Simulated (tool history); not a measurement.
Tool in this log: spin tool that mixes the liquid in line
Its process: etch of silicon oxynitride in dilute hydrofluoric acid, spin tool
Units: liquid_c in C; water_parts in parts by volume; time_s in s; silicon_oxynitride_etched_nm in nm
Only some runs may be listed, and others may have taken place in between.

{"run": 1, "day": 0.0, "liquid_c": 24.0, "water_parts": 80, "time_s": 300, "silicon_oxynitride_etched_nm": 9.3324}
{"run": 2, "day": 0.104, "liquid_c": 23.0, "water_parts": 80, "time_s": 300, "silicon_oxynitride_etched_nm": 8.8726}
{"run": 3, "day": 0.383, "liquid_c": 22.5, "water_parts": 80, "time_s": 300, "silicon_oxynitride_etched_nm": 8.7649}
{"run": 4, "day": 0.442, "liquid_c": 22.5, "water_parts": 80, "time_s": 300, "silicon_oxynitride_etched_nm": 8.6228}
{"run": 5, "day": 0.5, "liquid_c": 22.0, "water_parts": 80, "time_s": 300, "silicon_oxynitride_etched_nm": 8.4868}
{"run": 6, "day": 0.642, "liquid_c": 22.0, "water_parts": 80, "time_s": 320, "silicon_oxynitride_etched_nm": 8.9031}
{"run": 7, "day": 0.683, "liquid_c": 21.5, "water_parts": 80, "time_s": 320, "silicon_oxynitride_etched_nm": 8.7432}
{"run": 8, "day": 0.842, "liquid_c": 21.0, "water_parts": 80, "time_s": 320, "silicon_oxynitride_etched_nm": 8.5972}

Forecast run 9:
{"run": 9, "day": 1.212, "liquid_c": 20.5, "water_parts": 80, "time_s": 320, "silicon_oxynitride_etched_nm": "?"}

silicon_oxynitride_etched_nm: 8.3665 nm

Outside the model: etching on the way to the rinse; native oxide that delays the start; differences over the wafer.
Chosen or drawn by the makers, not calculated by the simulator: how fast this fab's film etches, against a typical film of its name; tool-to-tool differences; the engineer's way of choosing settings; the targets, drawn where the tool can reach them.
